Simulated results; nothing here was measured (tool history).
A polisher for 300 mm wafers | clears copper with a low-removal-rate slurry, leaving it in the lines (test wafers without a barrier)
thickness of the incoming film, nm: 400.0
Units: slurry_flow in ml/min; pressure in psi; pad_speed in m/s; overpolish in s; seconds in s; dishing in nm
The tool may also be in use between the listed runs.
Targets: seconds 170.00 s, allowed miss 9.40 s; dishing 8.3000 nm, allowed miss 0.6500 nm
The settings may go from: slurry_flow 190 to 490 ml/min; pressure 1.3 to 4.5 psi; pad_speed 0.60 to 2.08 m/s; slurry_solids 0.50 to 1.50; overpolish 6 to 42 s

run 1 hour=0.0 | slurry_flow=315 pressure=2.9 pad_speed=1.34 slurry_solids=1.00 overpolish=21 | seconds=100.55 dishing=19.9410
run 2 hour=4.3 | slurry_flow=315 pressure=2.5 pad_speed=1.32 slurry_solids=1.00 overpolish=17 | seconds=115.10 dishing=19.5150
run 3 hour=7.1 | slurry_flow=315 pressure=2.5 pad_speed=1.56 slurry_solids=1.00 overpolish=17 | seconds=95.87 dishing=18.9650
run 4 hour=10.6 | slurry_flow=285 pressure=2.2 pad_speed=1.56 slurry_solids=0.85 overpolish=14 | seconds=111.61 dishing=17.1950
run 5 hour=11.4 | slurry_flow=260 pressure=2.0 pad_speed=1.56 slurry_solids=0.75 overpolish=12 | seconds=124.19 dishing=15.3420
run 6 hour=15.5 | slurry_flow=240 pressure=1.8 pad_speed=1.56 slurry_solids=0.70 overpolish=10 | seconds=136.65 dishing=13.3590
run 7 hour=24.0 | slurry_flow=225 pressure=1.7 pad_speed=1.56 slurry_solids=0.65 overpolish=9 | seconds=148.89 dishing=11.9630
run 8 hour=31.9 | slurry_flow=215 pressure=1.6 pad_speed=1.58 slurry_solids=0.60 overpolish=8 | seconds=157.61 dishing=11.2640

Which of these 5 next moves meets every target?
run A hour=39.8 | slurry_flow=290 pressure=1.6 pad_speed=1.26 slurry_solids=0.85 overpolish=23 | seconds=? dishing=?
run B hour=39.8 | slurry_flow=290 pressure=1.4 pad_speed=1.46 slurry_solids=0.65 overpolish=14 | seconds=? dishing=?
run C hour=39.8 | slurry_flow=240 pressure=1.4 pad_speed=1.50 slurry_solids=0.70 overpolish=6 | seconds=? dishing=?
run D hour=39.8 | slurry_flow=225 pressure=1.7 pad_speed=1.62 slurry_solids=0.65 overpolish=12 | seconds=? dishing=?
run E hour=39.8 | slurry_flow=245 pressure=1.7 pad_speed=1.38 slurry_solids=0.80 overpolish=18 | seconds=? dishing=?

move=A seconds=177.90 dishing=18.0960
move=B seconds=178.55 dishing=14.5300
move=C seconds=175.22 dishing=8.4194
move=D seconds=145.10 dishing=14.9980
move=E seconds=160.93 dishing=17.1980
A: further off than the last run
B: further off than the last run
C: meets every target
D: further off than the last run
E: further off than the last run
The right move is C.
